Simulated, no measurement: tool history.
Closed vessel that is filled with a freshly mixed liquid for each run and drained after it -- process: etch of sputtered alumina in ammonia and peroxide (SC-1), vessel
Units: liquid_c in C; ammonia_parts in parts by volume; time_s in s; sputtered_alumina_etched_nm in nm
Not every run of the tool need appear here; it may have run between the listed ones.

run,hour,liquid_c,ammonia_parts,time_s,sputtered_alumina_etched_nm
1,0,47,0.75,1735,47.254
2,3.1,44.5,0.75,1735,40.868
3,8.3,49.5,0.75,1735,54.532
4,13.7,49.5,0.75,1855,58.336
5,15.7,48,0.75,1855,53.008
6,24.1,48,0.9,1855,54.269
7,29.8,47,0.9,1855,51.192
8,31.5,39,0.9,1855,32.444

Run 9 comes next. What will it give?
9,35.5,40,0.9,1855,?

Run 9 measured sputtered_alumina_etched_nm 34.128 nm.

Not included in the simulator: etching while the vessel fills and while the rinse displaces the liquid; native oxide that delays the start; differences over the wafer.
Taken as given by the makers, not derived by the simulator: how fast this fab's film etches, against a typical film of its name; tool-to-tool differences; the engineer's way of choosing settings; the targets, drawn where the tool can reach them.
